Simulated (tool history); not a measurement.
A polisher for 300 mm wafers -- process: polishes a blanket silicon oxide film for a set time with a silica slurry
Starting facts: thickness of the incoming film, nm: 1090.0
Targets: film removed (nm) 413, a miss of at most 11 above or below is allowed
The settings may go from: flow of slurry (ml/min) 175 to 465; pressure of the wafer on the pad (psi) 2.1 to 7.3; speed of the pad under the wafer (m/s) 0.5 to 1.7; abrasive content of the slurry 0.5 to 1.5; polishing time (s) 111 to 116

run	hour	flow of slurry (ml/min)	pressure of the wafer on the pad (psi)	speed of the pad under the wafer (m/s)	abrasive content of the slurry	polishing time (s)	film removed (nm)
1	0	295	4.7	1.1	1	111	475.35
2	5	295	4.7	0.92	1	111	433.41
3	13.9	295	4.2	0.92	1	111	391.78
4	22.3	295	5.1	0.92	1	111	474.08
5	26.2	235	5.1	0.92	1	111	465.54
6	33	235	5.1	1.02	1	111	490.3
7	36.2	235	4.9	1.02	1	111	470.99
8	39.8	235	4.8	1.02	1	111	465.28
9	45.2	235	4.7	1.02	1	111	451.66
10	49.5	235	4.6	1.02	1	111	446.98
11	55.8	235	4.5	1.02	1	111	434.35

5 candidate next runs follow, results not yet known. Just one meets every target within its allowed miss. Identify it.
A	62.1	230	4.7	0.9	1.05	112	?
B	62.1	260	3.3	1.32	1.15	111	?
C	62.1	310	4.3	0.86	1.2	111	?
D	62.1	285	4.3	0.88	1	111	?
E	62.1	325	5.4	0.7	1	115	?

move	film removed (nm)
A	436.02
B	388.98
C	416.61
D	391.56
E	461.67
A: lands further from the targets than the last run did
B: the result that was furthest off in the last run now lies on the other side of its target
C: all results land within tolerance of their targets
D: the result that was furthest off in the last run now lies on the other side of its target
E: lands further from the targets than the last run did
The move that meets every target is C.
